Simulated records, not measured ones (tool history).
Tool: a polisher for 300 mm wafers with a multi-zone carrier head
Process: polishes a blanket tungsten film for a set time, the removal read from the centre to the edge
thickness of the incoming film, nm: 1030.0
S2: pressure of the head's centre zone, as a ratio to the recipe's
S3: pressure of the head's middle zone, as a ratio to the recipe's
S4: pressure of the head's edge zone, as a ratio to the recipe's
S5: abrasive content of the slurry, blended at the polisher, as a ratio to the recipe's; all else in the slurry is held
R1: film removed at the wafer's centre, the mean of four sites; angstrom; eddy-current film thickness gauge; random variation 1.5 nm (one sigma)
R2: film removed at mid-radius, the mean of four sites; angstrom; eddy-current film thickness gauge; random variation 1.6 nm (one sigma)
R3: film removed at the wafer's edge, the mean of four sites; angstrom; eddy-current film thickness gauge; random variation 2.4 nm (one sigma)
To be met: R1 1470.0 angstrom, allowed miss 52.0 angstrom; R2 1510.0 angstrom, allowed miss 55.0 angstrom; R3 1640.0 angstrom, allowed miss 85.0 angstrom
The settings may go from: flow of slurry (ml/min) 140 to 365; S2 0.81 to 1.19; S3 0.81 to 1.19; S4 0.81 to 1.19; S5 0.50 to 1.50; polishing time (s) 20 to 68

Run 1, hour 0.0: flow of slurry (ml/min) 235, S2 1.00, S3 1.00, S4 1.00, S5 1.00, polishing time (s) 44. Result: R1 2663.1 angstrom, R2 2646.9 angstrom, R3 2540.3 angstrom.
Run 2, hour 2.0: flow of slurry (ml/min) 235, S2 0.94, S3 1.00, S4 1.00, S5 1.00, polishing time (s) 44. Result: R1 2505.7 angstrom, R2 2673.7 angstrom, R3 2642.7 angstrom.
Run 3, hour 9.4: flow of slurry (ml/min) 195, S2 0.94, S3 1.00, S4 1.00, S5 1.00, polishing time (s) 44. Result: R1 2411.8 angstrom, R2 2530.7 angstrom, R3 2480.9 angstrom.
Run 4, hour 11.1: flow of slurry (ml/min) 195, S2 0.94, S3 1.07, S4 1.00, S5 1.00, polishing time (s) 44. Result: R1 2422.7 angstrom, R2 2744.1 angstrom, R3 2576.7 angstrom.
Run 5, hour 19.0: flow of slurry (ml/min) 195, S2 0.94, S3 1.13, S4 1.00, S5 1.00, polishing time (s) 44. Result: R1 2472.1 angstrom, R2 2831.5 angstrom, R3 2440.1 angstrom.
Run 6, hour 23.5: flow of slurry (ml/min) 195, S2 0.94, S3 1.07, S4 1.00, S5 1.00, polishing time (s) 44. Result: R1 2411.9 angstrom, R2 2756.5 angstrom, R3 2513.4 angstrom.
Run 7, hour 26.3: flow of slurry (ml/min) 195, S2 0.94, S3 1.07, S4 1.00, S5 1.00, polishing time (s) 44. Result: R1 2418.1 angstrom, R2 2768.2 angstrom, R3 2565.0 angstrom.
Run 8, hour 31.4: flow of slurry (ml/min) 175, S2 0.86, S3 0.97, S4 0.94, S5 0.75, polishing time (s) 32. Result: R1 1480.9 angstrom, R2 1674.8 angstrom, R3 1653.1 angstrom.
Run 9, hour 38.0: flow of slurry (ml/min) 170, S2 0.86, S3 0.96, S4 0.94, S5 0.75, polishing time (s) 32. Result: R1 1474.6 angstrom, R2 1660.4 angstrom, R3 1681.2 angstrom.

5 next moves are on the table. One of them brings every result within its allowed miss. Which?
Run A, hour 44.6: flow of slurry (ml/min) 205, S2 0.83, S3 0.93, S4 1.00, S5 0.75, polishing time (s) 32. Result: R1 ?, R2 ?, R3 ?.
Run B, hour 44.6: flow of slurry (ml/min) 140, S2 0.90, S3 0.95, S4 0.81, S5 0.90, polishing time (s) 34. Result: R1 ?, R2 ?, R3 ?.
Run C, hour 44.6: flow of slurry (ml/min) 155, S2 0.82, S3 1.13, S4 0.97, S5 0.80, polishing time (s) 33. Result: R1 ?, R2 ?, R3 ?.
Run D, hour 44.6: flow of slurry (ml/min) 150, S2 0.85, S3 1.05, S4 0.87, S5 0.75, polishing time (s) 33. Result: R1 ?, R2 ?, R3 ?.
Run E, hour 44.6: flow of slurry (ml/min) 160, S2 0.88, S3 0.88, S4 0.97, S5 0.85, polishing time (s) 31. Result: R1 ?, R2 ?, R3 ?.

move      R1      R2      R3
   A  1462.7  1688.1  1778.9
   B  1599.6  1748.1  1678.3
   C  1422.7  1970.6  1755.5
   D  1444.6  1815.0  1642.3
   E  1460.6  1526.4  1682.0
A: further off than the last run
B: further off than the last run
C: further off than the last run
D: further off than the last run
E: meets every target
Answer: E
